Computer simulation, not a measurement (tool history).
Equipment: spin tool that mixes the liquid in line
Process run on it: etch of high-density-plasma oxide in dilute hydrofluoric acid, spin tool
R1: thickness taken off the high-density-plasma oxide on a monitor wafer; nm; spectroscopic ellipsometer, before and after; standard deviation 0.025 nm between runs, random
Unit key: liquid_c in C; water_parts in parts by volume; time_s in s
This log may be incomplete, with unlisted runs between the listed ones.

run 1 hour=0 | liquid_c=20 water_parts=100 time_s=180 | R1=8.3318
run 2 hour=0.9 | liquid_c=17.5 water_parts=100 time_s=180 | R1=7.4763
run 3 hour=8.2 | liquid_c=17.5 water_parts=75 time_s=180 | R1=10.259
run 4 hour=15.6 | liquid_c=17.5 water_parts=80 time_s=180 | R1=9.5653
-- hour=23.3 hydrofluoric acid flow meter replaced
run 5 hour=23.3 | liquid_c=17.5 water_parts=80 time_s=195 | R1=9.6867
run 6 hour=26.9 | liquid_c=17.5 water_parts=85 time_s=195 | R1=9.0925

Run 7 comes next. What will it give?
run 7 hour=35.1 | liquid_c=17.5 water_parts=90 time_s=195 | R1=?

Run 7 produced R1 8.4806 nm.
